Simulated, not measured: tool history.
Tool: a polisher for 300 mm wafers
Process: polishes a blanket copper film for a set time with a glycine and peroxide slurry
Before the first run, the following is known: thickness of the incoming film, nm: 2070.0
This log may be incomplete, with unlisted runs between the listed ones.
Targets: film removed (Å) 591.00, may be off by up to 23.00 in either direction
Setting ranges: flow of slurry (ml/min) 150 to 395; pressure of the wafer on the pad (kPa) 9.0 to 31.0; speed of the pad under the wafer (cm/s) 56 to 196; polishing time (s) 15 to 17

run    day  flow of slurry (ml/min)  pressure of the wafer on the pad (kPa)  speed of the pad under the wafer (cm/s)  polishing time (s)  film removed (Å)
  1  0.000                      250                                    20.0                                      126                  17           1018.50
  2  0.321                      250                                    17.9                                      124                  17            909.93
  3  0.442                      250                                    17.9                                      124                  17            911.05
  4  0.571                      250                                    16.5                                      124                  17            858.71
  5  0.733                      250                                    16.5                                      148                  17            987.86
  6  0.850                      250                                    15.2                                      144                  17            885.59
  7  1.075                      250                                    13.8                                      142                  17            809.90
  8  1.375                      250                                    13.1                                      140                  17            770.88
  9  1.550                      250                                    12.4                                      138                  17            726.14
 10  1.688                      250                                    11.7                                      138                  17            699.78
 11  1.808                      250                                    11.0                                      138                  17            671.35
 12  2.129                      250                                     9.0                                      132                  17            539.58

Which single option among these 4 for the next run brings every result within its allowed miss of target? Just one does.
  A  2.450                      285                                     9.0                                      136                  16                 ?
  B  2.450                      215                                     9.7                                      122                  17                 ?
  C  2.450                      350                                     9.7                                      136                  15                 ?
  D  2.450                      265                                    10.3                                      124                  17                 ?

move  film removed (Å)
   A            537.21
   B            539.57
   C            542.11
   D            588.83
A: roughly where the last run was
B: roughly where the last run was
C: roughly where the last run was
D: all results land within tolerance of their targets
The move that meets every target is D.
